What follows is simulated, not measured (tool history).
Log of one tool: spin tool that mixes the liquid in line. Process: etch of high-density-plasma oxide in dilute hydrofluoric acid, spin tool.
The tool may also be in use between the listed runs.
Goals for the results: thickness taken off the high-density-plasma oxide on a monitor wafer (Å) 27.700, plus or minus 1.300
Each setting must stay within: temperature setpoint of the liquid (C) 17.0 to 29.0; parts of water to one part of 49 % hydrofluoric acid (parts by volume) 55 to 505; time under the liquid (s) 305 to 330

run,hour,temperature setpoint of the liquid (C),parts of water to one part of 49 % hydrofluoric acid (parts by volume),time under the liquid (s),thickness taken off the high-density-plasma oxide on a monitor wafer (Å)
1,0.0,21.0,280,305,44.379
2,3.5,21.0,210,305,63.198
3,8.0,17.5,210,305,55.574
4,12.5,19.5,210,305,58.103
5,18.8,17.0,210,305,54.201
6,25.9,17.0,210,330,58.523
7,26.4,17.0,260,330,45.927
8,31.9,17.0,290,330,40.164

Of the 5 settings listed for the next run, only one would bring every result within its allowed miss of target. Which one?
A,37.4,17.0,360,305,?
B,37.4,17.0,420,305,?
C,37.4,18.0,260,330,?
D,37.4,17.0,390,305,?
E,37.4,17.0,295,305,?

move,thickness taken off the high-density-plasma oxide on a monitor wafer (Å)
A,27.956
B,22.865
C,47.285
D,25.202
E,35.978
A: meets every target
B: carries the result that was furthest off beyond its target, to the other side
C: further off than the last run
D: carries the result that was furthest off beyond its target, to the other side
E: nearer than the last run, and not there yet
Move A is the one to make.
